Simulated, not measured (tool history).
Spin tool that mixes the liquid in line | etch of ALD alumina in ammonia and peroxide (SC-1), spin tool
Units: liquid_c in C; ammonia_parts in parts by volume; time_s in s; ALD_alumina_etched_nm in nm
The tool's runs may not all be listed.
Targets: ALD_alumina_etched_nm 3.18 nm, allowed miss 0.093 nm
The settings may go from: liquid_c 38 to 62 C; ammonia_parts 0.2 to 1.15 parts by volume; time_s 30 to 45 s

run 1 hour=0 | liquid_c=46 ammonia_parts=0.65 time_s=45 | ALD_alumina_etched_nm=2.0145
run 2 hour=3 | liquid_c=47.5 ammonia_parts=0.65 time_s=45 | ALD_alumina_etched_nm=2.1817
run 3 hour=10.3 | liquid_c=47.5 ammonia_parts=0.8 time_s=45 | ALD_alumina_etched_nm=2.2225
run 4 hour=18 | liquid_c=41 ammonia_parts=0.8 time_s=45 | ALD_alumina_etched_nm=1.5376
run 5 hour=27 | liquid_c=43.5 ammonia_parts=0.8 time_s=45 | ALD_alumina_etched_nm=1.7741
run 6 hour=28.4 | liquid_c=43.5 ammonia_parts=0.95 time_s=45 | ALD_alumina_etched_nm=1.8
run 7 hour=34.1 | liquid_c=45.5 ammonia_parts=0.95 time_s=45 | ALD_alumina_etched_nm=2.0215
run 8 hour=36 | liquid_c=47 ammonia_parts=0.95 time_s=45 | ALD_alumina_etched_nm=2.1977
run 9 hour=40.7 | liquid_c=55 ammonia_parts=0.95 time_s=45 | ALD_alumina_etched_nm=3.435

Which of these 5 next moves meets every target?
run A hour=45.4 | liquid_c=53 ammonia_parts=0.85 time_s=45 | ALD_alumina_etched_nm=?
run B hour=45.4 | liquid_c=52.5 ammonia_parts=0.9 time_s=45 | ALD_alumina_etched_nm=?
run C hour=45.4 | liquid_c=60.5 ammonia_parts=0.8 time_s=30 | ALD_alumina_etched_nm=?
run D hour=45.4 | liquid_c=53.5 ammonia_parts=0.95 time_s=45 | ALD_alumina_etched_nm=?
run E hour=45.4 | liquid_c=60 ammonia_parts=1.05 time_s=30 | ALD_alumina_etched_nm=?

move=A ALD_alumina_etched_nm=3.0066
move=B ALD_alumina_etched_nm=2.9425
move=C ALD_alumina_etched_nm=2.9539
move=D ALD_alumina_etched_nm=3.1212
move=E ALD_alumina_etched_nm=2.9541
A: takes the result that was furthest off past its target
B: takes the result that was furthest off past its target
C: takes the result that was furthest off past its target
D: meets every target
E: takes the result that was furthest off past its target
Move D is the one to make.

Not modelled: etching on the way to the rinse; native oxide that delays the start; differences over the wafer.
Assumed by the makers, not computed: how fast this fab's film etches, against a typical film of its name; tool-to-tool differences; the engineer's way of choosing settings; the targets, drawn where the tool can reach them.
